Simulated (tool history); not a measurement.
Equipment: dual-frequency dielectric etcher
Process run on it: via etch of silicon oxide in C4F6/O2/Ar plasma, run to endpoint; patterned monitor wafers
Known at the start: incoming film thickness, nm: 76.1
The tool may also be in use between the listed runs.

| run | hour | bias power (kW) | source power (kW) | Ar flow (sccm) | endpoint time (s) |
|---|---|---|---|---|---|
| 1 | 0.0 | 0.426 | 0.360 | 370 | 19.635 |
| 2 | 2.3 | 0.426 | 0.410 | 370 | 18.870 |
| 3 | 9.0 | 0.447 | 0.420 | 367 | 18.140 |
| 4 | 14.0 | 0.460 | 0.420 | 366 | 18.373 |
| 5 | 15.7 | 0.422 | 0.420 | 366 | 18.480 |
| 6 | 16.7 | 0.433 | 0.430 | 361 | 18.345 |

Expected results for the next run?
| 7 | 18.9 | 0.450 | 0.440 | 359 | ? |

endpoint time (s): 17.981
